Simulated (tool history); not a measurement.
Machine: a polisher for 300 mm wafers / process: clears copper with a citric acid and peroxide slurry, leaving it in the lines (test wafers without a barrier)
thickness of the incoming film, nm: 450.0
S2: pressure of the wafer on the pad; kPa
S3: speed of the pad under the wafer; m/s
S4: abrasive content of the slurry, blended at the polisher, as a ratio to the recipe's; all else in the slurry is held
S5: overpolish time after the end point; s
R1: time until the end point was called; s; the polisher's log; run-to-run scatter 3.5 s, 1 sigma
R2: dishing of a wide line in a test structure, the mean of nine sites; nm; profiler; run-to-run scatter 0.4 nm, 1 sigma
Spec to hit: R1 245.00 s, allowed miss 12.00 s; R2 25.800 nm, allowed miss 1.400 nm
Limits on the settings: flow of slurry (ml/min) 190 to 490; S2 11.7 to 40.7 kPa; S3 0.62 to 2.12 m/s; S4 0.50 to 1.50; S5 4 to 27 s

{"run": 1, "hour": 0.0, "flow of slurry (ml/min)": 315, "S2": 26.2, "S3": 1.36, "S4": 1.0, "S5": 14, "R1": 133.29, "R2": 31.393}
{"run": 2, "hour": 1.1, "flow of slurry (ml/min)": 315, "S2": 22.1, "S3": 1.34, "S4": 1.0, "S5": 16, "R1": 158.28, "R2": 29.57}
{"run": 3, "hour": 2.8, "flow of slurry (ml/min)": 315, "S2": 19.3, "S3": 1.32, "S4": 1.0, "S5": 17, "R1": 179.72, "R2": 27.741}
{"run": 4, "hour": 7.8, "flow of slurry (ml/min)": 315, "S2": 17.2, "S3": 1.3, "S4": 1.0, "S5": 18, "R1": 207.55, "R2": 26.193}
{"run": 5, "hour": 15.3, "flow of slurry (ml/min)": 315, "S2": 11.7, "S3": 1.3, "S4": 1.0, "S5": 18, "R1": 298.22, "R2": 19.155}
{"run": 6, "hour": 18.8, "flow of slurry (ml/min)": 315, "S2": 11.7, "S3": 1.3, "S4": 0.8, "S5": 18, "R1": 306.04, "R2": 18.648}
{"run": 7, "hour": 24.1, "flow of slurry (ml/min)": 315, "S2": 11.7, "S3": 1.3, "S4": 0.8, "S5": 18, "R1": 304.22, "R2": 18.573}
{"run": 8, "hour": 28.9, "flow of slurry (ml/min)": 315, "S2": 12.4, "S3": 1.3, "S4": 0.8, "S5": 19, "R1": 289.17, "R2": 20.49}
{"run": 9, "hour": 34.8, "flow of slurry (ml/min)": 315, "S2": 16.5, "S3": 1.32, "S4": 0.8, "S5": 21, "R1": 212.76, "R2": 28.277}
{"run": 10, "hour": 43.5, "flow of slurry (ml/min)": 315, "S2": 15.9, "S3": 1.32, "S4": 0.8, "S5": 21, "R1": 222.11, "R2": 28.226}
{"run": 11, "hour": 49.7, "flow of slurry (ml/min)": 315, "S2": 13.1, "S3": 1.3, "S4": 0.8, "S5": 21, "R1": 274.55, "R2": 22.915}
{"run": 12, "hour": 52.0, "flow of slurry (ml/min)": 315, "S2": 13.8, "S3": 1.3, "S4": 0.8, "S5": 21, "R1": 265.23, "R2": 23.798}

Below are 5 possible settings for the next run. Only one of them brings all results inside the allowed miss of their targets. Which is it?
{"run": "A", "hour": 54.3, "flow of slurry (ml/min)": 275, "S2": 13.1, "S3": 1.3, "S4": 0.5, "S5": 25, "R1": "?", "R2": "?"}
{"run": "B", "hour": 54.3, "flow of slurry (ml/min)": 305, "S2": 11.7, "S3": 1.9, "S4": 0.6, "S5": 16, "R1": "?", "R2": "?"}
{"run": "C", "hour": 54.3, "flow of slurry (ml/min)": 310, "S2": 14.5, "S3": 1.3, "S4": 0.9, "S5": 19, "R1": "?", "R2": "?"}
{"run": "D", "hour": 54.3, "flow of slurry (ml/min)": 200, "S2": 18.6, "S3": 1.1, "S4": 0.8, "S5": 21, "R1": "?", "R2": "?"}
{"run": "E", "hour": 54.3, "flow of slurry (ml/min)": 340, "S2": 13.8, "S3": 1.16, "S4": 0.85, "S5": 26, "R1": "?", "R2": "?"}

move=A R1=288.38 R2=25.984
move=B R1=216.64 R2=22.620
move=C R1=244.14 R2=23.859
move=D R1=239.24 R2=26.624
move=E R1=284.87 R2=27.169
A: its largest miss is bigger than the last run's
B: moves the result that the last run missed by most past its target, out the other side
C: gets the furthest-off result to its target, but another result is out of tolerance
D: hits every target within its allowed miss
E: its largest miss is bigger than the last run's
D is the move that brings every result within its allowed miss.
